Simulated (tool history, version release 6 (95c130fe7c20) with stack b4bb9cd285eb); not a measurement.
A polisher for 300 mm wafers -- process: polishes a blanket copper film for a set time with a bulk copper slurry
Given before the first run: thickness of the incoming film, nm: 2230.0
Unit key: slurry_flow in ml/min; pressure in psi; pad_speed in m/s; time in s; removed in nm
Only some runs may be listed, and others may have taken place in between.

| run | hour | slurry_flow | pressure | pad_speed | slurry_solids | time | removed |
|---|---|---|---|---|---|---|---|
| 1 | 0 | 220 | 1.6 | 1.04 | 1 | 113 | 635.23 |
| 2 | 2.2 | 220 | 1.6 | 0.84 | 1 | 113 | 519.89 |
| 3 | 10.8 | 220 | 1.6 | 0.72 | 1 | 113 | 440.55 |
| 4 | 17.7 | 220 | 1.7 | 0.74 | 1 | 113 | 491.57 |
| 5 | 25.5 | 220 | 1.7 | 0.96 | 1 | 113 | 609.91 |
| 6 | 27 | 220 | 1.7 | 0.74 | 1 | 113 | 481.38 |
| 7 | 28 | 220 | 1.8 | 0.76 | 1 | 113 | 528.37 |
| 8 | 35.5 | 220 | 1.9 | 0.78 | 1 | 113 | 576.17 |

Forecast run 9:
| 9 | 36.5 | 220 | 2 | 0.8 | 1 | 113 | ? |

{"run 9": {"removed": 618.18}}
